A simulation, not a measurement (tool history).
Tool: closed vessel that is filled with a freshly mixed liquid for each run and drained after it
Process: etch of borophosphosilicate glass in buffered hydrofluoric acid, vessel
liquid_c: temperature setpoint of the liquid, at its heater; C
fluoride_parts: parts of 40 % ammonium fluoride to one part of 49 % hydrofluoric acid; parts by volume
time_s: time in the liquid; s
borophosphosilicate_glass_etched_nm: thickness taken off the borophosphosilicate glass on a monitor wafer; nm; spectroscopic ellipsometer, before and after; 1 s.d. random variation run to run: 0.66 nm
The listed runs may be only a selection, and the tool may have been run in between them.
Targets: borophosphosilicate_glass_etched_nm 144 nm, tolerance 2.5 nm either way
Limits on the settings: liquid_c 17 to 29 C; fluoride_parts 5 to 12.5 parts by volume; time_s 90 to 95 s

run	day	liquid_c	fluoride_parts	time_s	borophosphosilicate_glass_etched_nm
1	0	21	7.5	90	117.35
2	0.133	22	7.5	90	124.73
3	0.312	22	8.5	90	108.84
4	0.475	20.5	8.5	90	99.814
5	0.65	22	8.5	90	108.8
6	0.762	22	8.5	90	108.34
7	0.892	23.5	8.5	90	117.39
8	1.183	24.5	8.5	90	124.21
9	1.571	25	8.5	90	127.33
10	1.867	25.5	8.5	90	131.89
11	2.038	26	8.5	90	134.71
12	2.233	26.5	8.5	90	138.8

Below are 5 possible settings for the next run. Only one of them brings all results inside the allowed miss of their targets. Which is it?
A	2.429	27	9.5	95	?
B	2.429	25.5	8	90	?
C	2.429	24	7.5	90	?
D	2.429	28.5	9	90	?
E	2.429	25	8	90	?

move	borophosphosilicate_glass_etched_nm
A	135.98
B	140.07
C	138.71
D	144.28
E	136.38
A: further off than the last run
B: closes in on the targets versus the last run, not all within tolerance yet
C: no better and no worse than the last run
D: each result inside its tolerance
E: further off than the last run
D meets every target.
